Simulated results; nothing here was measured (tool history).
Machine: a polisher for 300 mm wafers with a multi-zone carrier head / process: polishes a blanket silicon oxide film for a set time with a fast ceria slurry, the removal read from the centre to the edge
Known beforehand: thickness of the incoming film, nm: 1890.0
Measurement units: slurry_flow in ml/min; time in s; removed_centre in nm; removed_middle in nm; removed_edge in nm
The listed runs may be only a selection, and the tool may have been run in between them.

{"run": 1, "hour": 0.0, "slurry_flow": 160, "centre_zone": 1, "middle_zone": 1, "edge_zone": 1, "time": 56, "removed_centre": 746.93, "removed_middle": 754.11, "removed_edge": 725.75}
{"run": 2, "hour": 5.3, "slurry_flow": 160, "centre_zone": 1, "middle_zone": 0.96, "edge_zone": 1, "time": 56, "removed_centre": 763.65, "removed_middle": 724.54, "removed_edge": 710.46}
{"run": 3, "hour": 8.1, "slurry_flow": 160, "centre_zone": 1, "middle_zone": 0.91, "edge_zone": 1, "time": 56, "removed_centre": 747.41, "removed_middle": 691.27, "removed_edge": 714.77}
{"run": 4, "hour": 12.4, "slurry_flow": 160, "centre_zone": 0.93, "middle_zone": 0.91, "edge_zone": 1, "time": 56, "removed_centre": 698.89, "removed_middle": 691.56, "removed_edge": 713.28}
{"run": 5, "hour": 18.6, "slurry_flow": 165, "centre_zone": 0.93, "middle_zone": 0.94, "edge_zone": 1.01, "time": 57, "removed_centre": 712.01, "removed_middle": 721.44, "removed_edge": 725.65}
{"run": 6, "hour": 20.4, "slurry_flow": 130, "centre_zone": 0.93, "middle_zone": 0.94, "edge_zone": 1.01, "time": 57, "removed_centre": 691.09, "removed_middle": 705.09, "removed_edge": 710.15}
{"run": 7, "hour": 29.1, "slurry_flow": 135, "centre_zone": 0.94, "middle_zone": 0.97, "edge_zone": 1.02, "time": 58, "removed_centre": 732.94, "removed_middle": 731.68, "removed_edge": 736.4}
{"run": 8, "hour": 37.8, "slurry_flow": 145, "centre_zone": 0.94, "middle_zone": 1, "edge_zone": 1.02, "time": 59, "removed_centre": 732.24, "removed_middle": 765.86, "removed_edge": 754.9}
{"run": 9, "hour": 41.0, "slurry_flow": 150, "centre_zone": 0.94, "middle_zone": 1.02, "edge_zone": 1.02, "time": 60, "removed_centre": 753.85, "removed_middle": 791.9, "removed_edge": 765.37}
{"run": 10, "hour": 46.3, "slurry_flow": 155, "centre_zone": 0.94, "middle_zone": 1.04, "edge_zone": 1.02, "time": 61, "removed_centre": 795.52, "removed_middle": 825.17, "removed_edge": 788.83}
{"run": 11, "hour": 52.8, "slurry_flow": 160, "centre_zone": 0.93, "middle_zone": 1.06, "edge_zone": 1.02, "time": 62, "removed_centre": 765.57, "removed_middle": 849.9, "removed_edge": 797.16}

What does the tool deliver on the next run?
{"run": 12, "hour": 53.8, "slurry_flow": 165, "centre_zone": 0.93, "middle_zone": 1.08, "edge_zone": 1.02, "time": 62, "removed_centre": "?", "removed_middle": "?", "removed_edge": "?"}

removed_centre: 803.65 nm
removed_middle: 866.27 nm
removed_edge: 802.55 nm

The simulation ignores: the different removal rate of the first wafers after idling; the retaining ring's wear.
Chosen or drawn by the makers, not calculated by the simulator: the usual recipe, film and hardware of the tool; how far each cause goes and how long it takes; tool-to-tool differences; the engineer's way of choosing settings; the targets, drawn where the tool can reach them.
